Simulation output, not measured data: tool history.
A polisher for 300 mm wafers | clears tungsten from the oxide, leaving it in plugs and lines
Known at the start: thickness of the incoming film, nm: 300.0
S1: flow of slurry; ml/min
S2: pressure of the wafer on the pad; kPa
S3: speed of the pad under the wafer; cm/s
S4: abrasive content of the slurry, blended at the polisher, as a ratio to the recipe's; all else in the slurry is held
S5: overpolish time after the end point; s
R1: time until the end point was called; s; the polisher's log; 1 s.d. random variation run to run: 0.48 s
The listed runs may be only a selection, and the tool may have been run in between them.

run  hour   S1    S2   S3   S4  S5      R1
  1   0.0  120  20.0  116  1.0   3  61.073
  2   3.4  125  22.1  116  1.0   3  55.448
  3   7.9  130  23.4  116  1.0   3  51.063
  4  16.2  135  24.1  116  1.0   3  48.343
  5  21.5  125  24.1  116  1.0   3  50.170
  6  23.0  125  24.1  116  1.0   3  49.983
  7  31.7  135  24.8  116  1.0   3  47.255
  8  36.0  140  24.8  116  1.0   3  47.364

What does the tool deliver on the next run?
  9  40.6  140  25.5  116  1.0   3   ?

{"run 9": {"R1": 45.454}}

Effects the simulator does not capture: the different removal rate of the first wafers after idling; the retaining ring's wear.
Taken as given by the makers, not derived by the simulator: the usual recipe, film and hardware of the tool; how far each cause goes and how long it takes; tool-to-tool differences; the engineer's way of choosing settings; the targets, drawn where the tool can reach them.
